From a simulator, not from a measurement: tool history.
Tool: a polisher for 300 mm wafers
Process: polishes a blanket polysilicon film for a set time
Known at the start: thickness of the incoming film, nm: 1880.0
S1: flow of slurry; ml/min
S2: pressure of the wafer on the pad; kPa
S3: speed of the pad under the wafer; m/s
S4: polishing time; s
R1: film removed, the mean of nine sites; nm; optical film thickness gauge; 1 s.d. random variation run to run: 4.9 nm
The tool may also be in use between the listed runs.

Run 1, hour 0.0: S1 180 ml/min, S2 20.0 kPa, S3 0.96 m/s, S4 61 s. Result: R1 579.79 nm.
Run 2, hour 6.5: S1 215 ml/min, S2 20.0 kPa, S3 0.96 m/s, S4 61 s. Result: R1 602.08 nm.
Run 3, hour 14.2: S1 215 ml/min, S2 15.9 kPa, S3 0.96 m/s, S4 61 s. Result: R1 468.53 nm.
Run 4, hour 21.2: S1 200 ml/min, S2 15.9 kPa, S3 0.96 m/s, S4 61 s. Result: R1 468.49 nm.
Run 5, hour 23.9: S1 200 ml/min, S2 15.2 kPa, S3 0.96 m/s, S4 61 s. Result: R1 447.56 nm.
Run 6, hour 28.7: S1 200 ml/min, S2 15.2 kPa, S3 1.16 m/s, S4 61 s. Result: R1 545.01 nm.

What does the tool deliver on the next run?
Run 7, hour 32.4: S1 200 ml/min, S2 14.5 kPa, S3 1.14 m/s, S4 61 s. Result: R1 ?.

R1: 510.56 nm

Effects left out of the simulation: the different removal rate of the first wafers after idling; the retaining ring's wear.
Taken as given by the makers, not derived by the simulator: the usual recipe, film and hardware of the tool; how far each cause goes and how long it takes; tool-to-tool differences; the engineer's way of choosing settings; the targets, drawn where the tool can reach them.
